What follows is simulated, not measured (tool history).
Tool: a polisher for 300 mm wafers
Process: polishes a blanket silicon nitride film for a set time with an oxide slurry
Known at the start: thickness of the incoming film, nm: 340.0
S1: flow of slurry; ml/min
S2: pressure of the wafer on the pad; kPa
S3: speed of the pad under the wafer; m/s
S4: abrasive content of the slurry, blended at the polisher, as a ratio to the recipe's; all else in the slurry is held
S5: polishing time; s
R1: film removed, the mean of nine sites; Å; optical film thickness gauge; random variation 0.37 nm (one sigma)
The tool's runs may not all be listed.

run 1 hour=0.0 | S1=200 S2=25.5 S3=1.42 S4=1.0 S5=56 | R1=592.29
run 2 hour=1.0 | S1=175 S2=25.5 S3=1.42 S4=1.0 S5=56 | R1=581.10
run 3 hour=6.9 | S1=175 S2=25.5 S3=1.60 S4=1.0 S5=56 | R1=616.04
run 4 hour=10.9 | S1=170 S2=23.4 S3=1.60 S4=1.0 S5=56 | R1=557.56
run 5 hour=15.7 | S1=165 S2=22.1 S3=1.60 S4=1.0 S5=56 | R1=532.16
run 6 hour=20.8 | S1=165 S2=26.9 S3=1.60 S4=1.0 S5=56 | R1=646.33
run 7 hour=22.5 | S1=160 S2=24.1 S3=1.60 S4=1.0 S5=56 | R1=569.09
run 8 hour=27.1 | S1=155 S2=22.8 S3=1.60 S4=1.0 S5=56 | R1=533.87
run 9 hour=29.8 | S1=150 S2=21.4 S3=1.60 S4=1.0 S5=56 | R1=495.84
run 10 hour=33.9 | S1=145 S2=20.7 S3=1.60 S4=1.0 S5=56 | R1=473.14
run 11 hour=42.2 | S1=140 S2=20.0 S3=1.60 S4=1.0 S5=56 | R1=458.85

The next listed run, before its measurement:
run 12 hour=48.0 | S1=135 S2=19.3 S3=1.60 S4=1.0 S5=56 | R1=?

{"run 12": {"R1": 442.58}}

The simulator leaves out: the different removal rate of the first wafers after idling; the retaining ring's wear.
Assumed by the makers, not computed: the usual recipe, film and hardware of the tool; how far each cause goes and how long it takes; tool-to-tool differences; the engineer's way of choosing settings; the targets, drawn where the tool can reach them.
